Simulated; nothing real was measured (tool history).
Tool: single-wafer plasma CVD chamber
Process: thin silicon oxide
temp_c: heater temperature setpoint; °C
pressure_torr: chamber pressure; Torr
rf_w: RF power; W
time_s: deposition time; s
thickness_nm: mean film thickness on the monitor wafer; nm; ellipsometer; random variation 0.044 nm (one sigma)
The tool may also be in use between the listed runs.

Run 1, hour 0.0: temp_c 410 °C, pressure_torr 0.613 Torr, rf_w 220 W, time_s 7.38 s. Result: thickness_nm 8.5471 nm.
Run 2, hour 2.3: temp_c 410 °C, pressure_torr 0.613 Torr, rf_w 235 W, time_s 7.38 s. Result: thickness_nm 8.7762 nm.
Run 3, hour 11.2: temp_c 410 °C, pressure_torr 0.613 Torr, rf_w 235 W, time_s 7.38 s. Result: thickness_nm 8.8611 nm.
Run 4, hour 15.9: temp_c 410 °C, pressure_torr 0.675 Torr, rf_w 235 W, time_s 7.38 s. Result: thickness_nm 9.4369 nm.
Run 5, hour 17.7: temp_c 401 °C, pressure_torr 0.675 Torr, rf_w 235 W, time_s 7.38 s. Result: thickness_nm 9.4940 nm.
Run 6, hour 24.2: temp_c 401 °C, pressure_torr 0.675 Torr, rf_w 235 W, time_s 7.03 s. Result: thickness_nm 9.0355 nm.
At hour 30.2: RF generator calibrated.
Run 7, hour 30.2: temp_c 401 °C, pressure_torr 0.689 Torr, rf_w 235 W, time_s 7.03 s. Result: thickness_nm 9.4356 nm.
Run 8, hour 36.7: temp_c 401 °C, pressure_torr 0.697 Torr, rf_w 235 W, time_s 7.03 s. Result: thickness_nm 9.4037 nm.
Run 9, hour 40.8: temp_c 401 °C, pressure_torr 0.706 Torr, rf_w 235 W, time_s 7.03 s. Result: thickness_nm 9.5507 nm.
Run 10, hour 44.0: temp_c 401 °C, pressure_torr 0.713 Torr, rf_w 235 W, time_s 7.03 s. Result: thickness_nm 9.6375 nm.
Run 11, hour 52.7: temp_c 401 °C, pressure_torr 0.719 Torr, rf_w 235 W, time_s 7.03 s. Result: thickness_nm 9.8159 nm.
Run 12, hour 55.6: temp_c 401 °C, pressure_torr 0.744 Torr, rf_w 235 W, time_s 7.03 s. Result: thickness_nm 9.9854 nm.

Run 13 comes next. What will it give?
Run 13, hour 63.8: temp_c 401 °C, pressure_torr 0.747 Torr, rf_w 235 W, time_s 7.03 s. Result: thickness_nm ?.

Run 13 gave thickness_nm 9.9577 nm.
